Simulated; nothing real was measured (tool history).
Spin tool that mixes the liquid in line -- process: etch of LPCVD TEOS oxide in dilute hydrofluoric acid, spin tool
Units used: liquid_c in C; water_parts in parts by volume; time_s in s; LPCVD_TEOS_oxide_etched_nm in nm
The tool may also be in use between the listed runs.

run  hour  liquid_c  water_parts  time_s  LPCVD_TEOS_oxide_etched_nm
  1   0.0      25.0          295      55                       8.386
  2   6.3      25.0          190      55                      14.697
  3  12.6      27.0          190      55                      15.524
  4  13.2      26.0          195      55                      14.670
  5  19.8      25.0          195      55                      14.022
  6  21.5      27.5          195      55                      15.583
  7  28.4      26.0          195      55                      14.636
  8  30.8      25.0          195      55                      14.212
  9  31.6      25.0          195      55                      14.141
 10  32.9      24.0          195      55                      13.675
 11  41.5      23.0          195      55                      13.037
 12  45.3      22.5          195      55                      12.875

What will run 13 give?
 13  52.3      22.0          195      55                           ?

Run 13 came out at LPCVD_TEOS_oxide_etched_nm 12.713 nm.
